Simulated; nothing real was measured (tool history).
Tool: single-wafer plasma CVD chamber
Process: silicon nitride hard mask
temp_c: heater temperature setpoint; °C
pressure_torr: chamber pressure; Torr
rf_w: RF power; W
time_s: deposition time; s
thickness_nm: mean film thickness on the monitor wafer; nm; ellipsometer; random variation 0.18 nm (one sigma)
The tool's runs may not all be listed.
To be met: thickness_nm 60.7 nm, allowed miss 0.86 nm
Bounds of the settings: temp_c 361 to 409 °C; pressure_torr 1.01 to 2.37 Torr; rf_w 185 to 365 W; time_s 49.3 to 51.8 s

{"run": 1, "hour": 0.0, "temp_c": 385, "pressure_torr": 1.69, "rf_w": 275, "time_s": 51.8, "thickness_nm": 52.356}
{"run": 2, "hour": 8.1, "temp_c": 385, "pressure_torr": 1.69, "rf_w": 310, "time_s": 51.8, "thickness_nm": 55.607}
{"run": 3, "hour": 11.1, "temp_c": 385, "pressure_torr": 1.75, "rf_w": 310, "time_s": 51.8, "thickness_nm": 56.504}
{"run": 4, "hour": 15.8, "temp_c": 385, "pressure_torr": 1.88, "rf_w": 310, "time_s": 51.8, "thickness_nm": 58.408}
{"run": 5, "hour": 19.2, "temp_c": 385, "pressure_torr": 1.88, "rf_w": 310, "time_s": 51.8, "thickness_nm": 58.632}
{"run": 6, "hour": 24.1, "temp_c": 385, "pressure_torr": 1.9, "rf_w": 310, "time_s": 51.8, "thickness_nm": 58.695}
{"run": 7, "hour": 31.8, "temp_c": 385, "pressure_torr": 1.92, "rf_w": 310, "time_s": 51.8, "thickness_nm": 58.673}
{"run": 8, "hour": 38.7, "temp_c": 385, "pressure_torr": 1.94, "rf_w": 310, "time_s": 51.8, "thickness_nm": 59.185}
{"run": 9, "hour": 42.8, "temp_c": 385, "pressure_torr": 1.95, "rf_w": 310, "time_s": 51.8, "thickness_nm": 59.17}
{"run": 10, "hour": 51.0, "temp_c": 385, "pressure_torr": 1.96, "rf_w": 310, "time_s": 51.8, "thickness_nm": 59.561}
{"run": 11, "hour": 55.9, "temp_c": 385, "pressure_torr": 1.97, "rf_w": 310, "time_s": 51.8, "thickness_nm": 59.314}
{"run": 12, "hour": 57.6, "temp_c": 385, "pressure_torr": 1.98, "rf_w": 310, "time_s": 51.8, "thickness_nm": 59.35}
{"run": 13, "hour": 62.3, "temp_c": 385, "pressure_torr": 1.99, "rf_w": 310, "time_s": 51.8, "thickness_nm": 59.745}

5 next moves are on the table. One of them brings every result within its allowed miss. Which?
{"run": "A", "hour": 67.0, "temp_c": 385, "pressure_torr": 2.31, "rf_w": 320, "time_s": 51.3, "thickness_nm": "?"}
{"run": "B", "hour": 67.0, "temp_c": 387, "pressure_torr": 2.08, "rf_w": 310, "time_s": 49.7, "thickness_nm": "?"}
{"run": "C", "hour": 67.0, "temp_c": 384, "pressure_torr": 2.15, "rf_w": 310, "time_s": 51.3, "thickness_nm": "?"}
{"run": "D", "hour": 67.0, "temp_c": 384, "pressure_torr": 2, "rf_w": 310, "time_s": 50.3, "thickness_nm": "?"}
{"run": "E", "hour": 67.0, "temp_c": 390, "pressure_torr": 2.13, "rf_w": 345, "time_s": 50.7, "thickness_nm": "?"}

move=A thickness_nm=63.23
move=B thickness_nm=58.221
move=C thickness_nm=60.863
move=D thickness_nm=58.166
move=E thickness_nm=63.371
A: takes the result that was furthest off past its target
B: further off than the last run
C: meets every target
D: further off than the last run
E: takes the result that was furthest off past its target
Answer: C
